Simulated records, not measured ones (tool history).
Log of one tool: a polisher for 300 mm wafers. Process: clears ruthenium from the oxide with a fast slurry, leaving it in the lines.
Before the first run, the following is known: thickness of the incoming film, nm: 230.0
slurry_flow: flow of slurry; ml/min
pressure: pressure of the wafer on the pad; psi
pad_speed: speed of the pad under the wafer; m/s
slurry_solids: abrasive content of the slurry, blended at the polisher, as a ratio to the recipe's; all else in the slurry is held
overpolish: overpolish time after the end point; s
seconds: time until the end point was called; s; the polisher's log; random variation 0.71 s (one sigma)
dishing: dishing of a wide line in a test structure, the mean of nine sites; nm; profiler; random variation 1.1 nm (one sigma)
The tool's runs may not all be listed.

run  hour  slurry_flow  pressure  pad_speed  slurry_solids  overpolish  seconds  dishing
  1   0.0          140       3.5       1.26           1.00          16   43.468   69.003
  2   6.7          140       3.6       1.26           1.00          16   43.730   73.153
  3  10.0          140       3.6       1.26           1.00          10   43.930   48.642
  4  10.9          140       3.7       1.26           1.00          11   40.098   53.511
  5  18.3          140       3.7       1.26           1.00          12   39.670   57.850
  6  25.0          140       3.7       1.26           0.85          12   45.304   52.959
  7  32.7          140       3.8       1.26           0.85          13   42.612   58.248
  8  40.9          140       3.8       1.26           0.85          14   45.134   61.608
  9  41.8          140       3.9       1.26           0.85          14   43.789   63.905
 10  46.8          140       4.0       1.26           0.85          14   43.237   63.748

Expected results for the next run?
 11  48.1          140       4.1       1.26           0.85          14        ?        ?

{"run 11": {"seconds": 41.548, "dishing": 65.109}}
